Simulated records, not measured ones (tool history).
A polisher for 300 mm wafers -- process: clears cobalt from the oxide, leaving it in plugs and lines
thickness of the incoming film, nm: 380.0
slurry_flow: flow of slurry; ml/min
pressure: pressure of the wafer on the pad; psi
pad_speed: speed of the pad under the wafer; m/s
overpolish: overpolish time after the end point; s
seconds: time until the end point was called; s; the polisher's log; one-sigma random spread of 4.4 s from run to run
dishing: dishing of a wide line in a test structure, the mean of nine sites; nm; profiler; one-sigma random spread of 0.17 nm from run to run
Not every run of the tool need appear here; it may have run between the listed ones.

run	hour	slurry_flow	pressure	pad_speed	overpolish	seconds	dishing
1	0	130	1.9	1.06	11	90.321	32.793
2	1.6	130	1.9	1.06	9	90.779	29.107
3	5.6	130	1.9	1.06	4	91.251	15.773
4	9.8	130	2.2	1.06	4	79.426	17.697
5	14	105	2.2	1.06	4	87.151	16.972
6	17.5	105	1.7	1.06	4	104.61	14.118

What does the tool deliver on the next run?
7	20.6	100	1.6	1	4	?	?

seconds: 115.5 s
dishing: 12.931 nm
